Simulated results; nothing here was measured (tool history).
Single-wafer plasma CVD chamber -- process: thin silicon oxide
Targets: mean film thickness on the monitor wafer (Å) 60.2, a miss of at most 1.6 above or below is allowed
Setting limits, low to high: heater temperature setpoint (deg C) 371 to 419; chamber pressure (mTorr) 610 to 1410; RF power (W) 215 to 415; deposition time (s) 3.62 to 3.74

run    day  heater temperature setpoint (deg C)  chamber pressure (mTorr)  RF power (W)  deposition time (s)  mean film thickness on the monitor wafer (Å)
  1      0                                  395                      1010           315                 3.62                                         79.61
  2  0.358                                  395                      1010           315                 3.62                                        80.294
  3  0.704                                  395                       960           315                 3.62                                        77.358
  4   0.95                                  385                       960           315                 3.62                                        77.693
  5  1.225                                  385                       910           315                 3.62                                        74.228
  6  1.562                                  385                       910           315                 3.62                                          74.7
  7  1.604                                  385                       870           315                 3.62                                        71.209
  8  1.638                                  385                       840           315                 3.62                                        69.942

Next run, 5 choices. One meets every target within its allowed miss, the rest don't. Which?
  A  1.671                                  397                       750           295                 3.62                                             ?
  B  1.671                                  394                      1020           345                 3.74                                             ?
  C  1.671                                  381                       660           305                 3.64                                             ?
  D  1.671                                  382                       660           315                 3.62                                             ?
  E  1.671                                  384                       690           290                 3.62                                             ?

move  mean film thickness on the monitor wafer (Å)
   A                                        60.837
   B                                        86.274
   C                                        55.766
   D                                         56.24
   E                                        56.329
A: in spec on every target
B: its largest miss is bigger than the last run's
C: takes the result that was furthest off past its target
D: takes the result that was furthest off past its target
E: takes the result that was furthest off past its target
The move that meets every target is A.

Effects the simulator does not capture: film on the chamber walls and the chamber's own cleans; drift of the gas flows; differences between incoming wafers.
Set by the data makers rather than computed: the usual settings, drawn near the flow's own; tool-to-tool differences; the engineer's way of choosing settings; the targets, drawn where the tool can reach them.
